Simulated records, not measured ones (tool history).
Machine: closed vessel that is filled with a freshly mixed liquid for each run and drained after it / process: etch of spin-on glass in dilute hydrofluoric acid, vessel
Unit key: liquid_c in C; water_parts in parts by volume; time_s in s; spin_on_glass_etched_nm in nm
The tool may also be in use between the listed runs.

{"run": 1, "hour": 0.0, "liquid_c": 24.0, "water_parts": 40, "time_s": 100, "spin_on_glass_etched_nm": 77.431}
{"run": 2, "hour": 1.5, "liquid_c": 24.0, "water_parts": 30, "time_s": 100, "spin_on_glass_etched_nm": 104.42}
{"run": 3, "hour": 10.7, "liquid_c": 22.5, "water_parts": 30, "time_s": 100, "spin_on_glass_etched_nm": 98.58}
{"run": 4, "hour": 19.4, "liquid_c": 22.5, "water_parts": 45, "time_s": 100, "spin_on_glass_etched_nm": 64.033}
{"run": 5, "hour": 25.9, "liquid_c": 22.5, "water_parts": 55, "time_s": 100, "spin_on_glass_etched_nm": 51.56}
{"run": 6, "hour": 34.8, "liquid_c": 25.0, "water_parts": 50, "time_s": 100, "spin_on_glass_etched_nm": 63.278}

Predict the results of run 7:
{"run": 7, "hour": 43.0, "liquid_c": 27.0, "water_parts": 45, "time_s": 100, "spin_on_glass_etched_nm": "?"}

{"run 7": {"spin_on_glass_etched_nm": 76.301}}
